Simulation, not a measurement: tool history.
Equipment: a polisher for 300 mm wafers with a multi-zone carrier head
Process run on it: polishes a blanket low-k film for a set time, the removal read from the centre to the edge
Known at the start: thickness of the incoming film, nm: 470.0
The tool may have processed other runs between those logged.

| run | hour | flow of slurry (ml/min) | pressure of the head's centre zone | pressure of the head's middle zone | pressure of the head's edge zone | abrasive content of the slurry | polishing time (s) | film removed at the wafer's centre (Å) | film removed at mid-radius (Å) | film removed at the wafer's edge (Å) |
|---|---|---|---|---|---|---|---|---|---|---|
| 1 | 0 | 240 | 1 | 1 | 1 | 1 | 35 | 115.1 | 113.15 | 113.88 |
| 2 | 8.2 | 240 | 1.02 | 0.99 | 0.98 | 0.95 | 35 | 114.66 | 109.27 | 110.65 |
| 3 | 9.8 | 240 | 1.02 | 0.99 | 1.06 | 0.95 | 35 | 112.14 | 108.72 | 115.34 |
| 4 | 14.8 | 240 | 0.95 | 0.99 | 1.06 | 0.95 | 35 | 106.11 | 107.91 | 113.03 |
| 5 | 23.3 | 245 | 0.98 | 0.98 | 1.02 | 0.9 | 35 | 105.35 | 106.46 | 109.53 |
| 6 | 30 | 245 | 0.98 | 0.92 | 1.02 | 0.9 | 35 | 104.6 | 103.69 | 109.12 |
| 7 | 37.9 | 245 | 0.98 | 0.92 | 1.02 | 0.9 | 35 | 105.62 | 103.6 | 110.33 |
| 8 | 43.7 | 245 | 1.02 | 0.92 | 0.99 | 0.85 | 35 | 108.11 | 101.55 | 107.37 |
|  | 48.4 | worn pad replaced by a new one |
| 9 | 48.4 | 245 | 1.04 | 0.92 | 0.96 | 0.8 | 35 | 120.42 | 109.66 | 115.12 |
| 10 | 50.6 | 250 | 1.05 | 0.91 | 0.94 | 0.8 | 33 | 115.88 | 103.02 | 105.79 |

Estimate the outcome of run 11 from the log above:
| 11 | 57.4 | 255 | 1.06 | 0.9 | 0.93 | 0.75 | 32 | ? | ? | ? |

Run 11 measured film removed at the wafer's centre (Å) 112.73, film removed at mid-radius (Å) 96.851, film removed at the wafer's edge (Å) 100.93.
